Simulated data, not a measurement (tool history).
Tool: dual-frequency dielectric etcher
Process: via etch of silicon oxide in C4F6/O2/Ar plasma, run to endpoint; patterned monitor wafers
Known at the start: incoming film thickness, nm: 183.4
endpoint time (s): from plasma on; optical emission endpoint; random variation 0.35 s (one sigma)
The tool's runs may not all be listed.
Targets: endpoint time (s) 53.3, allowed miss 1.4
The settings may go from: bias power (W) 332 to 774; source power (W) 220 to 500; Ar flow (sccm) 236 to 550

run 1 day=0 | bias_power_(W)=553 source_power_(W)=360 Ar_flow_(sccm)=393 | endpoint_time_(s)=41.516
run 2 day=0.162 | bias_power_(W)=553 source_power_(W)=340 Ar_flow_(sccm)=393 | endpoint_time_(s)=43.134
run 3 day=0.225 | bias_power_(W)=498 source_power_(W)=320 Ar_flow_(sccm)=397 | endpoint_time_(s)=46.476
run 4 day=0.367 | bias_power_(W)=457 source_power_(W)=310 Ar_flow_(sccm)=398 | endpoint_time_(s)=48.245
run 5 day=0.542 | bias_power_(W)=426 source_power_(W)=300 Ar_flow_(sccm)=399 | endpoint_time_(s)=50.395
run 6 day=0.646 | bias_power_(W)=426 source_power_(W)=300 Ar_flow_(sccm)=369 | endpoint_time_(s)=50.365
run 7 day=0.758 | bias_power_(W)=408 source_power_(W)=300 Ar_flow_(sccm)=369 | endpoint_time_(s)=50.767
run 8 day=0.946 | bias_power_(W)=344 source_power_(W)=280 Ar_flow_(sccm)=373 | endpoint_time_(s)=55.914
run 9 day=1.154 | bias_power_(W)=358 source_power_(W)=280 Ar_flow_(sccm)=373 | endpoint_time_(s)=55.484

Which of these 4 next moves meets every target?
run A day=1.362 | bias_power_(W)=386 source_power_(W)=280 Ar_flow_(sccm)=320 | endpoint_time_(s)=?
run B day=1.362 | bias_power_(W)=340 source_power_(W)=260 Ar_flow_(sccm)=373 | endpoint_time_(s)=?
run C day=1.362 | bias_power_(W)=407 source_power_(W)=320 Ar_flow_(sccm)=346 | endpoint_time_(s)=?
run D day=1.362 | bias_power_(W)=384 source_power_(W)=350 Ar_flow_(sccm)=423 | endpoint_time_(s)=?

move=A endpoint_time_(s)=53.216
move=B endpoint_time_(s)=58.887
move=C endpoint_time_(s)=49.273
move=D endpoint_time_(s)=49.282
A: meets every target
B: further off than the last run
C: takes the result that was furthest off past its target
D: takes the result that was furthest off past its target
The right move is A.
